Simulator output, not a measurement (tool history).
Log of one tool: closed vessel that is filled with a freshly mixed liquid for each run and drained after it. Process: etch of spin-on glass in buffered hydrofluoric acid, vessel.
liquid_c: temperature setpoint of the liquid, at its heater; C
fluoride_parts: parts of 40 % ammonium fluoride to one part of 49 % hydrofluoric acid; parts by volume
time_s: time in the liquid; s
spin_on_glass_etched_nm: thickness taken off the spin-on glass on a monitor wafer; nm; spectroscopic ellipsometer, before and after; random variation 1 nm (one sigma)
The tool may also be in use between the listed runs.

{"run": 1, "hour": 0.0, "liquid_c": 22.0, "fluoride_parts": 10.0, "time_s": 30, "spin_on_glass_etched_nm": 89.646}
{"run": 2, "hour": 1.0, "liquid_c": 23.0, "fluoride_parts": 10.0, "time_s": 30, "spin_on_glass_etched_nm": 93.873}
{"run": 3, "hour": 9.2, "liquid_c": 21.0, "fluoride_parts": 10.0, "time_s": 30, "spin_on_glass_etched_nm": 84.374}
{"run": 4, "hour": 15.7, "liquid_c": 22.5, "fluoride_parts": 10.0, "time_s": 30, "spin_on_glass_etched_nm": 92.099}
{"run": 5, "hour": 19.6, "liquid_c": 23.5, "fluoride_parts": 10.0, "time_s": 30, "spin_on_glass_etched_nm": 96.838}
{"run": 6, "hour": 23.0, "liquid_c": 24.5, "fluoride_parts": 10.0, "time_s": 30, "spin_on_glass_etched_nm": 103.74}
{"run": 7, "hour": 32.1, "liquid_c": 25.0, "fluoride_parts": 10.0, "time_s": 30, "spin_on_glass_etched_nm": 106.59}
{"run": 8, "hour": 37.9, "liquid_c": 25.0, "fluoride_parts": 10.0, "time_s": 30, "spin_on_glass_etched_nm": 105.86}

Run 9 comes next. What will it give?
{"run": 9, "hour": 46.4, "liquid_c": 25.5, "fluoride_parts": 10.0, "time_s": 30, "spin_on_glass_etched_nm": "?"}

Run 9 gave spin_on_glass_etched_nm 108.930 nm.

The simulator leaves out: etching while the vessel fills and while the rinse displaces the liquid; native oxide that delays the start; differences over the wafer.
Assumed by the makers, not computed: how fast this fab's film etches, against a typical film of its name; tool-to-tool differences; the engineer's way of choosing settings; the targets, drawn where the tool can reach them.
